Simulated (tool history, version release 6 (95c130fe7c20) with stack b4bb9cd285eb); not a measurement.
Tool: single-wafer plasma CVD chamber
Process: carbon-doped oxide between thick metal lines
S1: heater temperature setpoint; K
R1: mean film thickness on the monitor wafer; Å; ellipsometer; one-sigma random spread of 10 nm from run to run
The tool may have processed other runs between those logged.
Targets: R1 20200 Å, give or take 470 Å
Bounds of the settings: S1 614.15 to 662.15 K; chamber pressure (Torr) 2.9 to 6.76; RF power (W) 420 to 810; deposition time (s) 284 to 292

{"run": 1, "hour": 0.0, "S1": 638.15, "chamber pressure (Torr)": 4.83, "RF power (W)": 615, "deposition time (s)": 284, "R1": 17556}
{"run": 2, "hour": 5.5, "S1": 638.15, "chamber pressure (Torr)": 4.83, "RF power (W)": 615, "deposition time (s)": 292, "R1": 17801}
{"run": 3, "hour": 14.1, "S1": 638.15, "chamber pressure (Torr)": 5.49, "RF power (W)": 615, "deposition time (s)": 292, "R1": 18347}
{"run": 4, "hour": 20.1, "S1": 638.15, "chamber pressure (Torr)": 5.13, "RF power (W)": 615, "deposition time (s)": 292, "R1": 18182}
{"run": 5, "hour": 29.1, "S1": 637.15, "chamber pressure (Torr)": 5.39, "RF power (W)": 630, "deposition time (s)": 292, "R1": 18676}
{"run": 6, "hour": 33.0, "S1": 636.15, "chamber pressure (Torr)": 5.6, "RF power (W)": 640, "deposition time (s)": 292, "R1": 18768}
{"run": 7, "hour": 37.3, "S1": 636.15, "chamber pressure (Torr)": 5.69, "RF power (W)": 660, "deposition time (s)": 292, "R1": 19467}
{"run": 8, "hour": 44.7, "S1": 636.15, "chamber pressure (Torr)": 5.78, "RF power (W)": 665, "deposition time (s)": 292, "R1": 19715}

Exactly one of the 4 candidate moves below puts every result within its allowed miss. Which one?
{"run": "A", "hour": 52.1, "S1": 640.15, "chamber pressure (Torr)": 5.57, "RF power (W)": 650, "deposition time (s)": 284, "R1": "?"}
{"run": "B", "hour": 52.1, "S1": 635.15, "chamber pressure (Torr)": 5.67, "RF power (W)": 685, "deposition time (s)": 292, "R1": "?"}
{"run": "C", "hour": 52.1, "S1": 628.15, "chamber pressure (Torr)": 5.32, "RF power (W)": 610, "deposition time (s)": 292, "R1": "?"}
{"run": "D", "hour": 52.1, "S1": 632.15, "chamber pressure (Torr)": 6.41, "RF power (W)": 630, "deposition time (s)": 292, "R1": "?"}

move=A R1=18549
move=B R1=20151
move=C R1=18546
move=D R1=19232
A: further off than the last run
B: in spec on every target
C: further off than the last run
D: further off than the last run
Correct choice: B, which meets every target
